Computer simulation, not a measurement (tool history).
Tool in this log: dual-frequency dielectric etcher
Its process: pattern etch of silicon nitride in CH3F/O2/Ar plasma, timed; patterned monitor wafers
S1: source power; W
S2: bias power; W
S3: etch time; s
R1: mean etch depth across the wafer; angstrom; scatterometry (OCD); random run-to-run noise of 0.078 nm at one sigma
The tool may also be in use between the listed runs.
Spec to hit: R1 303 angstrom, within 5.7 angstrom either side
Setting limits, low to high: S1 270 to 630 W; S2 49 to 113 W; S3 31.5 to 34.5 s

Run 1, day 0: S1 450 W, S2 81 W, S3 34.5 s. Result: R1 287.07 angstrom.
Run 2, day 0.15: S1 460 W, S2 81 W, S3 34.5 s. Result: R1 289.78 angstrom.
Run 3, day 0.425: S1 460 W, S2 71 W, S3 34.5 s. Result: R1 276.98 angstrom.
Run 4, day 0.629: S1 470 W, S2 71 W, S3 34.5 s. Result: R1 278.88 angstrom.
Run 5, day 0.675: S1 470 W, S2 71 W, S3 31.5 s. Result: R1 253.32 angstrom.
Run 6, day 0.988: S1 480 W, S2 73 W, S3 31.5 s. Result: R1 258.01 angstrom.
Run 7, day 1.1: S1 570 W, S2 85 W, S3 32 s. Result: R1 292.05 angstrom.
Run 8, day 1.225: S1 570 W, S2 85 W, S3 32 s. Result: R1 290.03 angstrom.
Run 9, day 1.354: S1 570 W, S2 86 W, S3 32 s. Result: R1 294.19 angstrom.

Of the 5 settings listed for the next run, only one would bring every result within its allowed miss of target. Which one?
Run A, day 1.483: S1 520 W, S2 89 W, S3 33.5 s. Result: R1 ?.
Run B, day 1.483: S1 560 W, S2 88 W, S3 31.5 s. Result: R1 ?.
Run C, day 1.483: S1 540 W, S2 82 W, S3 33 s. Result: R1 ?.
Run D, day 1.483: S1 490 W, S2 86 W, S3 32.5 s. Result: R1 ?.
Run E, day 1.483: S1 540 W, S2 84 W, S3 31.5 s. Result: R1 ?.

move      R1
   A  301.87
   B  289.34
   C  292.46
   D  284.13
   E  281.49
A: all results land within tolerance of their targets
B: moves away from the targets compared with the last run
C: moves away from the targets compared with the last run
D: moves away from the targets compared with the last run
E: moves away from the targets compared with the last run
Move A is the one to make.
